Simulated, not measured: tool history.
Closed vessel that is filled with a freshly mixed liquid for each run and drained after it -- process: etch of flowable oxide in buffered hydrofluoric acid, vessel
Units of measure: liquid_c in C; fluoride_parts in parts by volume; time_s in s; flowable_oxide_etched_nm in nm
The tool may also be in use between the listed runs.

run,day,liquid_c,fluoride_parts,time_s,flowable_oxide_etched_nm
1,0,23,22,35,47.254
2,0.267,26.5,22,35,58.181
3,0.592,26.5,16,35,76.148
4,0.762,26.5,16,30,65.715
5,0.875,26.5,16,30,64.982
6,0.971,27,16,30,66.931
7,1.179,31,14,30,96.036
# day 1.342: thermometer replaced
8,1.342,30,14,30,102.5
9,1.525,29.5,14,30,100.33
10,1.896,29.5,14,30,98.404

Expected results for the next run?
11,2.012,28.5,14,30,?

flowable_oxide_etched_nm: 95.278 nm

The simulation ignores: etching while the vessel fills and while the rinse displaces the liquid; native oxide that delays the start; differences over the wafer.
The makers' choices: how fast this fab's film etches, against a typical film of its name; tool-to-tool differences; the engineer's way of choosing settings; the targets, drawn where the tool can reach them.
